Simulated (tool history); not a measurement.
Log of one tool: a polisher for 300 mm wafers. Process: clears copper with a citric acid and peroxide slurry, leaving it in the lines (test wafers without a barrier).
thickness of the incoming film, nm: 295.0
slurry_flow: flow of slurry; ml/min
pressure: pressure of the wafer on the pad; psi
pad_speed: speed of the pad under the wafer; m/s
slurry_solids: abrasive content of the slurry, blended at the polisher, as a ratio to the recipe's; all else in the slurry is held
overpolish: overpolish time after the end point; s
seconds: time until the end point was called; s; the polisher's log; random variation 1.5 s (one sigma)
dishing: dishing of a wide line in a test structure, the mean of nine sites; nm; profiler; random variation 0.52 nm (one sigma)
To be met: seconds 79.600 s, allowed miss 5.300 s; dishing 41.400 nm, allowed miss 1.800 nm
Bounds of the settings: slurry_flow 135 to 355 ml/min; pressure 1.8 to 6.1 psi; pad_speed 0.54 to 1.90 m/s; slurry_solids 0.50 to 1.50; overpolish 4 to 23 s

run	hour	slurry_flow	pressure	pad_speed	slurry_solids	overpolish	seconds	dishing
1	0.0	225	3.9	1.22	1.00	12	75.415	31.636
2	4.0	225	3.9	1.22	1.15	12	72.072	32.091
3	11.7	210	3.9	1.22	1.10	13	74.937	33.311
4	17.5	210	3.9	1.22	1.05	14	76.318	35.665
5	23.8	210	3.9	1.00	1.05	14	87.155	31.643
6	30.4	210	4.1	1.00	1.00	15	81.994	33.689
7	39.2	205	4.1	1.04	1.00	16	81.488	36.510
8	43.2	205	4.1	1.06	1.00	17	80.162	38.748

Which of these 5 next moves meets every target?
A	47.2	215	4.3	1.00	1.00	18	?	?
B	47.2	180	5.0	0.86	1.25	15	?	?
C	47.2	270	4.9	0.88	1.35	18	?	?
D	47.2	205	4.2	0.92	0.90	17	?	?
E	47.2	235	4.1	1.04	1.15	15	?	?

move	seconds	dishing
A	80.818	40.833
B	76.504	36.949
C	71.972	45.019
D	89.970	35.644
E	78.721	35.861
A: meets every target
B: further off than the last run
C: takes the result that was furthest off past its target
D: further off than the last run
E: further off than the last run
The right move is A.
